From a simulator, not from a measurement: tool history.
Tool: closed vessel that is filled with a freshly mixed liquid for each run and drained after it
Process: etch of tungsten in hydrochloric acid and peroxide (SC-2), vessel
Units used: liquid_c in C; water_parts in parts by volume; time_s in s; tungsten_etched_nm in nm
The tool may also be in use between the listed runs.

run  hour  liquid_c  water_parts  time_s  tungsten_etched_nm
  1   0.0      60.0          5.5     105              74.753
  2   7.3      60.0          5.5     110              78.535
  3  12.2      55.5          6.0     110              55.584
  4  16.7      55.5          4.0     110              73.783
  5  19.9      55.5          5.5     110              58.936
  6  22.7      52.0          5.5     110              46.948

For run 7, what comes out?
  7  30.9      49.5          5.5     110                   ?

tungsten_etched_nm: 39.415 nm
